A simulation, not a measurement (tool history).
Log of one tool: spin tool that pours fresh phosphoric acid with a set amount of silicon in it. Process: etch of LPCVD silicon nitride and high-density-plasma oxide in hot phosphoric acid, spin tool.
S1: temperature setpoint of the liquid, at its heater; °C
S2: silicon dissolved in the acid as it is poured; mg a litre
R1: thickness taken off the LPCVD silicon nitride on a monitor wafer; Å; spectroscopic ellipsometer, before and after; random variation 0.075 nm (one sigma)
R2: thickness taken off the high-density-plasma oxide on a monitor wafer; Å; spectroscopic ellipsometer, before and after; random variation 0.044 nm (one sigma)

run 1 hour=0 | S1=162 S2=8.5 time_under_the_liquid_(s)=65 | R1=52.295 R2=1.8909
run 2 hour=4.1 | S1=162 S2=8.5 time_under_the_liquid_(s)=95 | R1=76.99 R2=3.6774
run 3 hour=10.8 | S1=162.5 S2=10 time_under_the_liquid_(s)=95 | R1=76.796 R2=3.1073
run 4 hour=11.4 | S1=163 S2=10 time_under_the_liquid_(s)=95 | R1=78.965 R2=4.1835
run 5 hour=13.7 | S1=162.5 S2=10.5 time_under_the_liquid_(s)=100 | R1=80.958 R2=3.6873
run 6 hour=14.6 | S1=162.5 S2=10.5 time_under_the_liquid_(s)=125 | R1=102.22 R2=5.6992
run 7 hour=22.2 | S1=162 S2=11 time_under_the_liquid_(s)=125 | R1=102.08 R2=4.2401
run 8 hour=23 | S1=162 S2=10.5 time_under_the_liquid_(s)=125 | R1=99.782 R2=5.0884
run 9 hour=26.7 | S1=161.5 S2=11 time_under_the_liquid_(s)=125 | R1=98.938 R2=4.7957
run 10 hour=30.3 | S1=161 S2=11.5 time_under_the_liquid_(s)=125 | R1=98.432 R2=3.9925
run 11 hour=35.1 | S1=160.5 S2=11 time_under_the_liquid_(s)=125 | R1=94.932 R2=3.9523

The next listed run, before its measurement:
run 12 hour=43.9 | S1=160 S2=11 time_under_the_liquid_(s)=125 | R1=? R2=?

R1: 92.642 Å
R2: 4.5422 Å

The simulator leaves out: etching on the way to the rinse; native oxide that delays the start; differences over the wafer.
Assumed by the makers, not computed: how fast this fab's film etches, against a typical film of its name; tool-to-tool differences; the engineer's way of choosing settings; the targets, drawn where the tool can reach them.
